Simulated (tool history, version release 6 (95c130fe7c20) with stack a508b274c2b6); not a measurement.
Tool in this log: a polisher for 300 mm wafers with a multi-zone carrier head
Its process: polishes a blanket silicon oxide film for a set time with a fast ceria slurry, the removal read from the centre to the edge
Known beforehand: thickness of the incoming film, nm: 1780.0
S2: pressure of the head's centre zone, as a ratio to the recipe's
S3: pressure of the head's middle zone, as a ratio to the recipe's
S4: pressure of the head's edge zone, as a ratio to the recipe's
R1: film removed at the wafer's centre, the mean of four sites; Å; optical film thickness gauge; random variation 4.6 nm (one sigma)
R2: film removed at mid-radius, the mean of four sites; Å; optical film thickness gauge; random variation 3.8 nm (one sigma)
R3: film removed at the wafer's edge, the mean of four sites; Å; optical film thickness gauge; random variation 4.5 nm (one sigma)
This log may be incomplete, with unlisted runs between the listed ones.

Run 1, hour 0.0: flow of slurry (ml/min) 260, S2 1.00, S3 1.00, S4 1.00, polishing time (s) 51. Result: R1 6954.3 Å, R2 7099.4 Å, R3 7032.5 Å.
Run 2, hour 3.1: flow of slurry (ml/min) 255, S2 0.99, S3 0.97, S4 0.99, polishing time (s) 49. Result: R1 6653.7 Å, R2 6541.9 Å, R3 6710.1 Å.
Run 3, hour 4.2: flow of slurry (ml/min) 300, S2 0.99, S3 0.97, S4 0.99, polishing time (s) 49. Result: R1 6646.1 Å, R2 6595.4 Å, R3 6739.9 Å.
Run 4, hour 8.5: flow of slurry (ml/min) 300, S2 0.99, S3 0.92, S4 0.99, polishing time (s) 49. Result: R1 6719.8 Å, R2 6360.0 Å, R3 6701.6 Å.
Run 5, hour 15.0: flow of slurry (ml/min) 300, S2 0.99, S3 0.88, S4 0.99, polishing time (s) 49. Result: R1 6733.2 Å, R2 6152.6 Å, R3 6699.6 Å.
Run 6, hour 20.9: flow of slurry (ml/min) 300, S2 0.99, S3 0.88, S4 0.94, polishing time (s) 49. Result: R1 6817.6 Å, R2 6266.4 Å, R3 6518.9 Å.
Run 7, hour 29.0: flow of slurry (ml/min) 300, S2 0.98, S3 0.87, S4 0.94, polishing time (s) 47. Result: R1 6399.1 Å, R2 5843.8 Å, R3 6330.3 Å.

Run 8, settings as shown, results not yet in. Your forecast:
Run 8, hour 37.8: flow of slurry (ml/min) 300, S2 0.97, S3 0.86, S4 0.93, polishing time (s) 46. Result: R1 ?, R2 ?, R3 ?.

{"run 8": {"R1": 6112.1, "R2": 5675.6, "R3": 6113.9}}
